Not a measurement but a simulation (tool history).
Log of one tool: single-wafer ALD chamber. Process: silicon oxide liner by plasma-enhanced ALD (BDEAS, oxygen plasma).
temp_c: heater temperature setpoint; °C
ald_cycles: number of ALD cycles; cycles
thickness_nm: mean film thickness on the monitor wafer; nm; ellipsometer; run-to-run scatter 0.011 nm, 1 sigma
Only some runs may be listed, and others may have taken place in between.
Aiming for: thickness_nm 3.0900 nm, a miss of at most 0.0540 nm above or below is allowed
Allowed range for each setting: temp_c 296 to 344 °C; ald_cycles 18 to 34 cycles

run 1 hour=0.0 | temp_c=320 ald_cycles=26 | thickness_nm=2.5396
run 2 hour=0.6 | temp_c=320 ald_cycles=24 | thickness_nm=2.3408
run 3 hour=3.8 | temp_c=319 ald_cycles=26 | thickness_nm=2.5354
run 4 hour=9.0 | temp_c=319 ald_cycles=23 | thickness_nm=2.2534
run 5 hour=15.9 | temp_c=318 ald_cycles=25 | thickness_nm=2.4374
run 6 hour=20.0 | temp_c=311 ald_cycles=25 | thickness_nm=2.4750
run 7 hour=25.9 | temp_c=310 ald_cycles=26 | thickness_nm=2.5649
run 8 hour=33.5 | temp_c=310 ald_cycles=27 | thickness_nm=2.6666
run 9 hour=37.6 | temp_c=310 ald_cycles=28 | thickness_nm=2.7679
run 10 hour=40.6 | temp_c=310 ald_cycles=29 | thickness_nm=2.8516
run 11 hour=48.4 | temp_c=310 ald_cycles=29 | thickness_nm=2.8514
run 12 hour=49.7 | temp_c=310 ald_cycles=30 | thickness_nm=2.9573

Next run, 5 choices. One meets every target within its allowed miss, the rest don't. Which?
run A hour=51.0 | temp_c=306 ald_cycles=33 | thickness_nm=?
run B hour=51.0 | temp_c=309 ald_cycles=33 | thickness_nm=?
run C hour=51.0 | temp_c=319 ald_cycles=29 | thickness_nm=?
run D hour=51.0 | temp_c=303 ald_cycles=31 | thickness_nm=?
run E hour=51.0 | temp_c=317 ald_cycles=30 | thickness_nm=?

move=A thickness_nm=3.2864
move=B thickness_nm=3.2736
move=C thickness_nm=2.8391
move=D thickness_nm=3.0993
move=E thickness_nm=2.9448
A: carries the result that was furthest off beyond its target, to the other side
B: carries the result that was furthest off beyond its target, to the other side
C: moves away from the targets compared with the last run
D: every result lands within tolerance
E: moves away from the targets compared with the last run
Answer: D
